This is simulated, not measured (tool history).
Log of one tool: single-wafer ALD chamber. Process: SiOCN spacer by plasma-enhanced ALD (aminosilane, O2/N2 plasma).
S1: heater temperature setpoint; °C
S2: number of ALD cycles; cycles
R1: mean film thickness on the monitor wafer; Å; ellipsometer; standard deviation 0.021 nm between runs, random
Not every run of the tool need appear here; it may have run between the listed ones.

run 1 hour=0 | S1=400 S2=114 | R1=68.515
run 2 hour=6.5 | S1=402 S2=111 | R1=66.721
run 3 hour=13.6 | S1=403 S2=109 | R1=65.653
run 4 hour=21.4 | S1=403 S2=93 | R1=55.709
run 5 hour=28.7 | S1=396 S2=93 | R1=56.413
run 6 hour=33.6 | S1=406 S2=93 | R1=54.792
run 7 hour=40.3 | S1=399 S2=95 | R1=57.563
run 8 hour=47.1 | S1=394 S2=96 | R1=58.079
run 9 hour=53.7 | S1=394 S2=96 | R1=58.159
run 10 hour=54.9 | S1=392 S2=98 | R1=59.188

Run 11 has not been measured yet. What should we expect?
run 11 hour=55.8 | S1=390 S2=106 | R1=?

R1: 64.106 Å
